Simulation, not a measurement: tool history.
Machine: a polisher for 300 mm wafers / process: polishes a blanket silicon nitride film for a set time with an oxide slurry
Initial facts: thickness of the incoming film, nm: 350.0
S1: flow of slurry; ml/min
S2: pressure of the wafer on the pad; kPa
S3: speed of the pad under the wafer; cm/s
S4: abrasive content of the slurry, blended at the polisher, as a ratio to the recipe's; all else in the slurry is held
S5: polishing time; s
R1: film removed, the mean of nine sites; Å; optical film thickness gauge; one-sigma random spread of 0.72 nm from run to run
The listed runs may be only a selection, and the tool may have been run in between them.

run  hour   S1    S2  S3    S4  S5      R1
  1     0  230    31  92     1  34  285.83
  2   2.5  230    31  92  1.15  34  312.82
  3   8.1  230  33.1  92  1.15  34  334.44
  4  12.6  195  33.1  92  1.15  34  334.58
  5  13.4  195  33.1  92     1  34  308.39
  6    16  195  28.3  92     1  34  266.59
  7  21.7  195    31  92     1  34     290
  8  25.4  195  33.1  92     1  34  301.63
  9  28.4  195  35.2  94     1  34  328.58

Run 10 comes next. What will it give?
 10  37.3  195  37.2  94   1  34   ?

{"run 10": {"R1": 350.18}}
